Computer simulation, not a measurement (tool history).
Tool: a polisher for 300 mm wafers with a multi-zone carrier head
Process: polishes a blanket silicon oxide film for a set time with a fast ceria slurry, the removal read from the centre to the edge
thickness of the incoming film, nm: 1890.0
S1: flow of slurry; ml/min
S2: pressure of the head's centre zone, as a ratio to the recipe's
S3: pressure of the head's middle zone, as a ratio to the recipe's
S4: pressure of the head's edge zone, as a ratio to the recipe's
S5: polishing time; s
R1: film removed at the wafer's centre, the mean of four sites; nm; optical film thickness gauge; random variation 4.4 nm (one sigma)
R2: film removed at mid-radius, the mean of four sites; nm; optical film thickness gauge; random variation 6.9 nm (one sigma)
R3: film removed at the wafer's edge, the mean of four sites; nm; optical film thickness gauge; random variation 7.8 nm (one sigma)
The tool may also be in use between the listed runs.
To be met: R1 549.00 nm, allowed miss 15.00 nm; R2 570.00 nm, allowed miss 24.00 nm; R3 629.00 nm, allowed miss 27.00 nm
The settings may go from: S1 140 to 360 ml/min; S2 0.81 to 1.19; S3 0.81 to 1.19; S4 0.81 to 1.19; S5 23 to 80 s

run	day	S1	S2	S3	S4	S5	R1	R2	R3
1	0.000	230	1.00	1.00	1.00	51	481.78	478.98	466.43
2	0.096	230	0.99	0.99	1.04	53	493.32	496.80	504.14
3	0.304	230	0.99	0.94	1.04	53	495.16	470.47	505.67
4	0.562	230	0.99	0.89	1.04	53	488.06	445.55	501.62
5	0.829	235	0.99	0.91	1.07	54	507.06	460.80	510.94
6	0.858	225	0.97	0.92	1.07	56	519.14	489.80	534.39
7	0.958	230	0.95	0.92	1.09	57	508.64	491.57	544.80
8	1.221	230	0.94	0.93	1.10	58	514.48	519.98	562.41
9	1.375	230	0.94	0.93	1.12	59	521.23	524.42	584.79

Which of these 4 next moves meets every target?
A	1.529	275	1.04	1.00	1.04	59	?	?	?
B	1.529	210	0.84	0.87	1.19	69	?	?	?
C	1.529	225	0.87	0.88	1.01	68	?	?	?
D	1.529	225	1.08	0.93	1.06	58	?	?	?

move	R1	R2	R3
A	592.82	565.96	573.29
B	538.85	571.13	696.42
C	555.78	573.37	642.21
D	589.68	511.42	558.93
A: brings the result that was furthest off to its target, and leaves another outside
B: brings the result that was furthest off to its target, and leaves another outside
C: meets every target
D: further off than the last run
The right move is C.
